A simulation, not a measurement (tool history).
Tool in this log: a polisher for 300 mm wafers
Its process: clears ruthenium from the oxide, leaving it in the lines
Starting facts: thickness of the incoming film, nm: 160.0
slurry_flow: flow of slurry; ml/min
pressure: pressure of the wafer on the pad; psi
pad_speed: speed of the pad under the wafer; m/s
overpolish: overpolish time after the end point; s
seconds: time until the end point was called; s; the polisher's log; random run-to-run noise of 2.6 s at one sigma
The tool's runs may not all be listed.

{"run": 1, "hour": 0.0, "slurry_flow": 150, "pressure": 2.2, "pad_speed": 1.28, "overpolish": 3, "seconds": 95.36}
{"run": 2, "hour": 8.5, "slurry_flow": 150, "pressure": 1.8, "pad_speed": 1.28, "overpolish": 3, "seconds": 111.52}
{"run": 3, "hour": 13.3, "slurry_flow": 150, "pressure": 1.8, "pad_speed": 1.5, "overpolish": 3, "seconds": 95.622}
{"run": 4, "hour": 16.1, "slurry_flow": 140, "pressure": 1.8, "pad_speed": 1.5, "overpolish": 3, "seconds": 95.243}
{"run": 5, "hour": 18.5, "slurry_flow": 140, "pressure": 1.7, "pad_speed": 1.46, "overpolish": 3, "seconds": 108.72}
{"run": 6, "hour": 24.2, "slurry_flow": 135, "pressure": 1.6, "pad_speed": 1.46, "overpolish": 3, "seconds": 114.67}
{"run": 7, "hour": 27.8, "slurry_flow": 130, "pressure": 1.5, "pad_speed": 1.46, "overpolish": 3, "seconds": 122.89}

Estimate the outcome of run 8 from the log above:
{"run": 8, "hour": 33.6, "slurry_flow": 125, "pressure": 1.5, "pad_speed": 1.46, "overpolish": 3, "seconds": "?"}

seconds: 121.6 s
